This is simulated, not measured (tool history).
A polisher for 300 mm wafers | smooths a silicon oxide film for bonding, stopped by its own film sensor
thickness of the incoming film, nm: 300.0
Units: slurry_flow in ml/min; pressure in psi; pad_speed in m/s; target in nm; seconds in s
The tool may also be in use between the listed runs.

run	hour	slurry_flow	pressure	pad_speed	slurry_solids	target	seconds
1	0.0	270	1.3	0.94	1.0	239	155.82
2	2.8	270	1.3	0.94	1.0	239	154.14
3	6.5	270	1.3	1.06	1.0	239	142.02
4	8.5	270	1.2	1.06	1.0	239	154.64
5	17.1	270	1.2	1.06	1.0	239	154.21
6	25.8	270	1.1	1.06	1.0	239	166.29
7	29.4	270	1.0	1.06	1.0	239	176.83
8	33.7	270	0.9	1.06	1.0	239	193.09
9	34.8	265	0.8	1.06	1.0	239	216.30

Forecast run 10:
10	36.1	260	0.8	1.06	1.0	239	?

{"run 10": {"seconds": 210.23}}

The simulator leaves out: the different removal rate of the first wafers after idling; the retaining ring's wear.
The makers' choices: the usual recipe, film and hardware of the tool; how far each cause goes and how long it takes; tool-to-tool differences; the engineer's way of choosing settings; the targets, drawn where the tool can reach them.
